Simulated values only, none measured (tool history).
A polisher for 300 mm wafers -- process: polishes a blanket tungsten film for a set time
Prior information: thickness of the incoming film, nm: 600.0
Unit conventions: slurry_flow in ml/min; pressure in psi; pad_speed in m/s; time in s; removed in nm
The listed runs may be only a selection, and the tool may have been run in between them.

run  hour  slurry_flow  pressure  pad_speed  slurry_solids  time  removed
  1   0.0          320       3.5       1.12           1.00    17   99.259
  2   2.3          320       3.3       1.06           1.00    17   86.881
  3   4.7          320       3.3       1.06           0.85    17   83.954
  4   5.3          320       3.1       1.02           0.85    17   77.131
  5   9.0          255       3.1       1.02           0.85    17   73.714
  6  13.9          255       3.1       1.02           0.95    17   75.900
  7  14.5          255       2.9       1.00           0.95    17   72.178
  8  15.2          255       2.9       1.00           0.95    17   69.458
  9  19.8          255       2.8       0.98           0.95    17   67.483
 10  24.3          255       2.7       0.96           0.95    17   64.344

Run 11 has not been measured yet. What should we expect?
 11  32.1          255       2.6       0.94           0.95    17        ?

Run 11 produced removed 59.789 nm.

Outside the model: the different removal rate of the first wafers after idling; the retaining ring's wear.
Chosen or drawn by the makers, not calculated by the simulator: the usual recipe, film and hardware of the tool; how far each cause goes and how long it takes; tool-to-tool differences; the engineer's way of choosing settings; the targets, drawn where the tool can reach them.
